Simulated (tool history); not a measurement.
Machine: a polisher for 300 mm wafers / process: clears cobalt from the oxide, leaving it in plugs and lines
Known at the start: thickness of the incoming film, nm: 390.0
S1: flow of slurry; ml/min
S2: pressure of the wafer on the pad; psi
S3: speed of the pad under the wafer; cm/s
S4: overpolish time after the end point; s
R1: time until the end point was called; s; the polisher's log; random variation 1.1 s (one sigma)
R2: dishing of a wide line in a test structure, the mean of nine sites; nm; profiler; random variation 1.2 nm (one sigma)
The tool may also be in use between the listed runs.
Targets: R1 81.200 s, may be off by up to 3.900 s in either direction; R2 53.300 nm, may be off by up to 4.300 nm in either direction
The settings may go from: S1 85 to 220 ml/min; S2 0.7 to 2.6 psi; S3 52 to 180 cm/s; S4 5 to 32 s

run  hour   S1   S2   S3  S4       R1      R2
  1   0.0  140  1.6  116  16  115.710  39.401
  2   4.1  140  1.9  116  16   97.231  41.379
  3   5.4  140  2.0  116  18   92.354  45.403
  4   6.5  140  2.0   98  18  110.350  40.277
  5  15.1  140  2.2  100  20   98.437  44.022
  6  18.1  165  2.2  100  20   94.099  48.536
  7  21.2  170  2.3  100  20   89.728  48.568
  8  24.8  175  2.3  100  20   86.958  49.442
  9  30.0  180  2.3  100  20   85.696  49.564
 10  31.1  180  2.3  100  20   85.376  49.993
 11  39.8  185  2.3  100  20   86.132  47.136
 12  43.1  185  2.3  100  21   87.209  49.647

4 next moves are on the table. One of them brings every result within its allowed miss. Which?
  A  46.4  160  2.1  120  14   ?   ?
  B  46.4  150  2.5  104  27   ?   ?
  C  46.4  200  2.1  112  14   ?   ?
  D  46.4  190  2.4  110  13   ?   ?

move      R1      R2
   A  80.305  43.503
   B  79.309  54.266
   C  80.997  43.349
   D  73.220  43.859
A: gets the furthest-off result to its target, but another result is out of tolerance
B: every result lands within tolerance
C: gets the furthest-off result to its target, but another result is out of tolerance
D: moves the result that the last run missed by most past its target, out the other side
B is the move that brings every result within its allowed miss.
